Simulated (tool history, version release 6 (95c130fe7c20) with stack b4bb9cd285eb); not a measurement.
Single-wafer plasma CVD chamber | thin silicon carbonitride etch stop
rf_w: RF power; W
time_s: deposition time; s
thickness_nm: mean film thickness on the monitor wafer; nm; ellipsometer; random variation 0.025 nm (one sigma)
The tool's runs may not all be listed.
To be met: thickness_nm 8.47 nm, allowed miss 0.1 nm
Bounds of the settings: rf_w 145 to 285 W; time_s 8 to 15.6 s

{"run": 1, "hour": 0.0, "rf_w": 215, "time_s": 11.8, "thickness_nm": 6.586}
{"run": 2, "hour": 7.9, "rf_w": 205, "time_s": 11.8, "thickness_nm": 6.4906}
{"run": 3, "hour": 10.4, "rf_w": 205, "time_s": 12.4, "thickness_nm": 6.7993}
{"run": 4, "hour": 19.1, "rf_w": 225, "time_s": 12.9, "thickness_nm": 7.2488}
{"run": 5, "hour": 24.3, "rf_w": 225, "time_s": 11.2, "thickness_nm": 6.3135}
{"run": 6, "hour": 30.5, "rf_w": 240, "time_s": 12.1, "thickness_nm": 6.9525}
{"run": 7, "hour": 33.0, "rf_w": 250, "time_s": 12.7, "thickness_nm": 7.3641}
{"run": 8, "hour": 34.9, "rf_w": 260, "time_s": 13.1, "thickness_nm": 7.6821}
{"run": 9, "hour": 39.3, "rf_w": 265, "time_s": 13.4, "thickness_nm": 7.8433}
{"run": 10, "hour": 46.2, "rf_w": 270, "time_s": 13.6, "thickness_nm": 8.0841}
{"run": 11, "hour": 48.2, "rf_w": 275, "time_s": 13.7, "thickness_nm": 8.1759}
{"run": 12, "hour": 49.4, "rf_w": 280, "time_s": 13.8, "thickness_nm": 8.2045}
{"run": 13, "hour": 57.7, "rf_w": 280, "time_s": 13.9, "thickness_nm": 8.2654}

Which of these 5 next moves meets every target?
{"run": "A", "hour": 66.0, "rf_w": 270, "time_s": 14.3, "thickness_nm": "?"}
{"run": "B", "hour": 66.0, "rf_w": 270, "time_s": 13.5, "thickness_nm": "?"}
{"run": "C", "hour": 66.0, "rf_w": 250, "time_s": 14.1, "thickness_nm": "?"}
{"run": "D", "hour": 66.0, "rf_w": 280, "time_s": 13.6, "thickness_nm": "?"}
{"run": "E", "hour": 66.0, "rf_w": 285, "time_s": 13.6, "thickness_nm": "?"}

move=A thickness_nm=8.4175
move=B thickness_nm=7.9466
move=C thickness_nm=8.1229
move=D thickness_nm=8.0876
move=E thickness_nm=8.128
A: meets every target
B: further off than the last run
C: further off than the last run
D: further off than the last run
E: further off than the last run
Answer: A
